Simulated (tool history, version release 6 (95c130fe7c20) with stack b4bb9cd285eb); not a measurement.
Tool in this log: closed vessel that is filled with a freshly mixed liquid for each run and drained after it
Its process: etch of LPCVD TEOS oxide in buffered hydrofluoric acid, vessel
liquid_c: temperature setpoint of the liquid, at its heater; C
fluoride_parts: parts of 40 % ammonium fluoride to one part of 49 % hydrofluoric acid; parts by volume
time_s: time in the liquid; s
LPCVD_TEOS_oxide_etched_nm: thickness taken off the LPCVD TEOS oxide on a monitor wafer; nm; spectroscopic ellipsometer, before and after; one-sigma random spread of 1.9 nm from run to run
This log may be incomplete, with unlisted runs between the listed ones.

run,hour,liquid_c,fluoride_parts,time_s,LPCVD_TEOS_oxide_etched_nm
1,0.0,23.0,11.0,30,83.354
2,3.5,23.0,8.5,30,103.910
3,9.5,19.5,8.5,30,84.361
4,16.3,21.5,8.0,30,102.620
5,25.3,23.5,7.5,30,122.770
6,28.4,23.5,5.5,30,161.610

For run 7, what comes out?
7,33.2,24.0,5.5,30,?

Run 7 came out at LPCVD_TEOS_oxide_etched_nm 169.480 nm.
